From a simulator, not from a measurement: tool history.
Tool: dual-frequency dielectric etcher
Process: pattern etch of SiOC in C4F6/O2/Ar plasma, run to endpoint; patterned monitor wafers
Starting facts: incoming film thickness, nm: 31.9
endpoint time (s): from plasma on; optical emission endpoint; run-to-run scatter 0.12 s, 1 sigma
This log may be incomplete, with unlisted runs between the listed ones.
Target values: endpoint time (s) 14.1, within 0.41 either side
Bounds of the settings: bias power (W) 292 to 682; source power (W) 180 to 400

| run | hour | bias power (W) | source power (W) | endpoint time (s) |
|---|---|---|---|---|
| 1 | 0 | 487 | 290 | 12.316 |
| 2 | 2.8 | 452 | 280 | 12.667 |
| 3 | 3.8 | 517 | 280 | 12.465 |
| 4 | 8.6 | 582 | 280 | 11.925 |
| 5 | 16.5 | 582 | 330 | 10.922 |
| 6 | 17.2 | 582 | 290 | 11.905 |
| 7 | 25.2 | 559 | 270 | 12.138 |
| 8 | 26 | 461 | 210 | 14.908 |
| 9 | 28.8 | 474 | 210 | 14.875 |
| 10 | 31.9 | 486 | 210 | 14.76 |
| 11 | 35.2 | 497 | 210 | 14.568 |

Exactly one of the 5 candidate moves below puts every result within its allowed miss. Which one?
| A | 38.5 | 461 | 200 | ? |
| B | 38.5 | 491 | 190 | ? |
| C | 38.5 | 505 | 190 | ? |
| D | 38.5 | 494 | 200 | ? |
| E | 38.5 | 387 | 250 | ? |

| move | endpoint time (s) |
|---|---|
| A | 15.159 |
| B | 15.379 |
| C | 15.264 |
| D | 14.888 |
| E | 13.965 |
A: its largest miss is bigger than the last run's
B: its largest miss is bigger than the last run's
C: its largest miss is bigger than the last run's
D: its largest miss is bigger than the last run's
E: meets every target
Answer: E
